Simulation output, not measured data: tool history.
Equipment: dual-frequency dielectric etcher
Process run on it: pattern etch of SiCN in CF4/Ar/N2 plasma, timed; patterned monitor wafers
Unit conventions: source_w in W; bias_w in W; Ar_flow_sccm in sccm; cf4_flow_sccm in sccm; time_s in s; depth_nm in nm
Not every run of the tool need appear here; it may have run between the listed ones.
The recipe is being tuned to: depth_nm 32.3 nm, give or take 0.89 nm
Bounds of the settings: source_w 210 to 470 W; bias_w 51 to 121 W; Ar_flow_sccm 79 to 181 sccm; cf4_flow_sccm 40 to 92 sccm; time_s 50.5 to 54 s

{"run": 1, "hour": 0.0, "source_w": 340, "bias_w": 86, "Ar_flow_sccm": 130, "cf4_flow_sccm": 66, "time_s": 54, "depth_nm": 37.308}
{"run": 2, "hour": 4.7, "source_w": 340, "bias_w": 96, "Ar_flow_sccm": 130, "cf4_flow_sccm": 66, "time_s": 54, "depth_nm": 39.023}
{"run": 3, "hour": 13.0, "source_w": 330, "bias_w": 96, "Ar_flow_sccm": 130, "cf4_flow_sccm": 66, "time_s": 54, "depth_nm": 38.121}
{"run": 4, "hour": 16.2, "source_w": 330, "bias_w": 96, "Ar_flow_sccm": 130, "cf4_flow_sccm": 60, "time_s": 54, "depth_nm": 37.287}
{"run": 5, "hour": 18.9, "source_w": 330, "bias_w": 96, "Ar_flow_sccm": 130, "cf4_flow_sccm": 60, "time_s": 50.5, "depth_nm": 34.786}
{"run": 6, "hour": 19.7, "source_w": 330, "bias_w": 96, "Ar_flow_sccm": 109, "cf4_flow_sccm": 60, "time_s": 50.5, "depth_nm": 35.614}
{"run": 7, "hour": 22.7, "source_w": 320, "bias_w": 96, "Ar_flow_sccm": 109, "cf4_flow_sccm": 60, "time_s": 50.5, "depth_nm": 34}
{"run": 8, "hour": 30.0, "source_w": 310, "bias_w": 96, "Ar_flow_sccm": 109, "cf4_flow_sccm": 60, "time_s": 50.5, "depth_nm": 33.28}

Below are 5 possible settings for the next run. Only one of them brings all results inside the allowed miss of their targets. Which is it?
{"run": "A", "hour": 37.3, "source_w": 290, "bias_w": 94, "Ar_flow_sccm": 116, "cf4_flow_sccm": 56, "time_s": 50.5, "depth_nm": "?"}
{"run": "B", "hour": 37.3, "source_w": 310, "bias_w": 101, "Ar_flow_sccm": 123, "cf4_flow_sccm": 54, "time_s": 54, "depth_nm": "?"}
{"run": "C", "hour": 37.3, "source_w": 330, "bias_w": 86, "Ar_flow_sccm": 116, "cf4_flow_sccm": 59, "time_s": 51.5, "depth_nm": "?"}
{"run": "D", "hour": 37.3, "source_w": 320, "bias_w": 92, "Ar_flow_sccm": 88, "cf4_flow_sccm": 43, "time_s": 53, "depth_nm": "?"}
{"run": "E", "hour": 37.3, "source_w": 300, "bias_w": 98, "Ar_flow_sccm": 113, "cf4_flow_sccm": 53, "time_s": 51, "depth_nm": "?"}

move=A depth_nm=30.337
move=B depth_nm=35.298
move=C depth_nm=34.705
move=D depth_nm=34.851
move=E depth_nm=32.078
A: pushes the last run's worst result past its target
B: the biggest miss grows against the last run
C: the biggest miss grows against the last run
D: the biggest miss grows against the last run
E: all results in spec
E is the move that brings every result within its allowed miss.
